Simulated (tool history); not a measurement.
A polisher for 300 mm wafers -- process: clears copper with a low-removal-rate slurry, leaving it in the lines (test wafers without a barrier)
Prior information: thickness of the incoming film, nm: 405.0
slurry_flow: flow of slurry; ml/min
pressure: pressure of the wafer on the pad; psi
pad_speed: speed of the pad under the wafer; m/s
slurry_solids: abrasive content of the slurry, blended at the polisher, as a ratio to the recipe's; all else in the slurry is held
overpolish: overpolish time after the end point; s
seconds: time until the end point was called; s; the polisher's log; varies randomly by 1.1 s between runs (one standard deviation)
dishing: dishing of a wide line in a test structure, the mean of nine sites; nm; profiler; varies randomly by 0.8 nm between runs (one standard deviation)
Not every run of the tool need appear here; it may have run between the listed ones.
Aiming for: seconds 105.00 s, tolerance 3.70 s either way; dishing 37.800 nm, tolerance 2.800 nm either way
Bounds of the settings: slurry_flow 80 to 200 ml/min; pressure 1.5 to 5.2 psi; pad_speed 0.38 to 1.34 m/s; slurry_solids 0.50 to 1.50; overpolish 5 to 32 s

run 1 day=0.000 | slurry_flow=130 pressure=3.3 pad_speed=0.86 slurry_solids=1.00 overpolish=16 | seconds=145.32 dishing=24.623
run 2 day=0.292 | slurry_flow=100 pressure=3.3 pad_speed=0.86 slurry_solids=1.00 overpolish=16 | seconds=159.07 dishing=23.827
run 3 day=0.421 | slurry_flow=120 pressure=3.5 pad_speed=0.86 slurry_solids=1.00 overpolish=17 | seconds=142.34 dishing=27.036
run 4 day=0.479 | slurry_flow=135 pressure=3.7 pad_speed=0.86 slurry_solids=1.00 overpolish=18 | seconds=132.58 dishing=28.404
run 5 day=0.521 | slurry_flow=105 pressure=3.7 pad_speed=0.86 slurry_solids=1.00 overpolish=18 | seconds=140.17 dishing=29.009
-- day=0.546 slurry blender recalibrated
run 6 day=0.546 | slurry_flow=80 pressure=3.7 pad_speed=0.86 slurry_solids=1.00 overpolish=18 | seconds=139.17 dishing=28.873
run 7 day=0.708 | slurry_flow=80 pressure=3.9 pad_speed=0.86 slurry_solids=1.00 overpolish=18 | seconds=135.06 dishing=29.455
run 8 day=0.758 | slurry_flow=90 pressure=4.1 pad_speed=0.86 slurry_solids=1.00 overpolish=19 | seconds=123.50 dishing=31.987
run 9 day=1.083 | slurry_flow=95 pressure=4.2 pad_speed=0.86 slurry_solids=1.00 overpolish=20 | seconds=119.23 dishing=35.317
run 10 day=1.183 | slurry_flow=100 pressure=4.3 pad_speed=0.86 slurry_solids=1.00 overpolish=20 | seconds=114.24 dishing=36.179
run 11 day=1.317 | slurry_flow=105 pressure=4.4 pad_speed=0.86 slurry_solids=1.00 overpolish=20 | seconds=112.38 dishing=36.764

Which one of the following 5 next-run settings gets every result inside its allowed miss? There is exactly one.
run A day=1.450 | slurry_flow=85 pressure=3.9 pad_speed=1.06 slurry_solids=0.90 overpolish=20 | seconds=? dishing=?
run B day=1.450 | slurry_flow=90 pressure=5.2 pad_speed=0.94 slurry_solids=0.60 overpolish=20 | seconds=? dishing=?
run C day=1.450 | slurry_flow=135 pressure=5.2 pad_speed=0.66 slurry_solids=0.90 overpolish=24 | seconds=? dishing=?
run D day=1.450 | slurry_flow=105 pressure=3.9 pad_speed=1.10 slurry_solids=0.50 overpolish=19 | seconds=? dishing=?
run E day=1.450 | slurry_flow=130 pressure=3.8 pad_speed=0.90 slurry_solids=0.95 overpolish=24 | seconds=? dishing=?

move=A seconds=110.89 dishing=37.027
move=B seconds=105.46 dishing=38.840
move=C seconds=118.89 dishing=40.331
move=D seconds=123.33 dishing=33.476
move=E seconds=118.65 dishing=39.575
A: closer than the last run, but not yet in spec
B: every result lands within tolerance
C: lands further from the targets than the last run did
D: lands further from the targets than the last run did
E: lands further from the targets than the last run did
B meets every target.
